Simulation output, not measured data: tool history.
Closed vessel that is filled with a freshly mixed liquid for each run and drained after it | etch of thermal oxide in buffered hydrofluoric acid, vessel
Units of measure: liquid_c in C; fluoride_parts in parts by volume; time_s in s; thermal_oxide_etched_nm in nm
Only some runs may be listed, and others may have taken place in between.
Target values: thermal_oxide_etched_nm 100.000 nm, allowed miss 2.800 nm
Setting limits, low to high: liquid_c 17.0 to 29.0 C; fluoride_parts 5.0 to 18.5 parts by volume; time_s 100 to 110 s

run,day,liquid_c,fluoride_parts,time_s,thermal_oxide_etched_nm
1,0.000,21.0,11.5,100,87.925
2,0.342,22.5,11.5,100,94.818
3,0.467,22.5,14.5,100,75.341
4,0.588,21.0,14.5,100,70.342
5,0.767,21.0,14.5,110,77.152
6,1.100,21.0,14.5,100,70.031
# day 1.342: hydrofluoric acid flow meter replaced
7,1.342,22.5,14.5,100,69.546
8,1.396,23.5,14.0,100,75.447
9,1.533,24.0,13.5,100,79.798

Which one of the following 4 next-run settings gets every result inside its allowed miss? There is exactly one.
A,1.671,23.0,12.5,110,?
B,1.671,25.0,12.5,110,?
C,1.671,22.5,12.0,110,?
D,1.671,21.0,16.5,100,?

move,thermal_oxide_etched_nm
A,90.388
B,100.810
C,91.518
D,56.007
A: moves toward the targets from the last run without getting all of them in spec
B: meets every target
C: moves toward the targets from the last run without getting all of them in spec
D: its largest miss is bigger than the last run's
B is the move that brings every result within its allowed miss.
